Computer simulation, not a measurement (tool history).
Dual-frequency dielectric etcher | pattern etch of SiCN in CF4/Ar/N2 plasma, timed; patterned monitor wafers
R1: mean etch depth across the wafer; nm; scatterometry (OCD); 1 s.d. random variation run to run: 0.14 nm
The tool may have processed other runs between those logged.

run 1 day=0.000 | source_power_(W)=510 bias_power_(W)=51 Ar_flow_(sccm)=135 CF4_flow_(sccm)=75 etch_time_(s)=85.0 | R1=61.665
run 2 day=0.304 | source_power_(W)=510 bias_power_(W)=51 Ar_flow_(sccm)=135 CF4_flow_(sccm)=82 etch_time_(s)=85.0 | R1=62.968
run 3 day=0.679 | source_power_(W)=480 bias_power_(W)=51 Ar_flow_(sccm)=135 CF4_flow_(sccm)=82 etch_time_(s)=85.0 | R1=59.920
run 4 day=0.779 | source_power_(W)=480 bias_power_(W)=51 Ar_flow_(sccm)=135 CF4_flow_(sccm)=82 etch_time_(s)=85.0 | R1=60.054
run 5 day=1.133 | source_power_(W)=480 bias_power_(W)=57 Ar_flow_(sccm)=135 CF4_flow_(sccm)=82 etch_time_(s)=85.0 | R1=62.091
run 6 day=1.471 | source_power_(W)=450 bias_power_(W)=57 Ar_flow_(sccm)=135 CF4_flow_(sccm)=82 etch_time_(s)=85.0 | R1=58.884
run 7 day=1.504 | source_power_(W)=430 bias_power_(W)=57 Ar_flow_(sccm)=135 CF4_flow_(sccm)=82 etch_time_(s)=85.0 | R1=56.986
run 8 day=1.600 | source_power_(W)=330 bias_power_(W)=57 Ar_flow_(sccm)=135 CF4_flow_(sccm)=82 etch_time_(s)=85.0 | R1=46.214

Predict the results of run 9:
run 9 day=1.946 | source_power_(W)=340 bias_power_(W)=57 Ar_flow_(sccm)=135 CF4_flow_(sccm)=82 etch_time_(s)=85.0 | R1=?

{"run 9": {"R1": 47.545}}

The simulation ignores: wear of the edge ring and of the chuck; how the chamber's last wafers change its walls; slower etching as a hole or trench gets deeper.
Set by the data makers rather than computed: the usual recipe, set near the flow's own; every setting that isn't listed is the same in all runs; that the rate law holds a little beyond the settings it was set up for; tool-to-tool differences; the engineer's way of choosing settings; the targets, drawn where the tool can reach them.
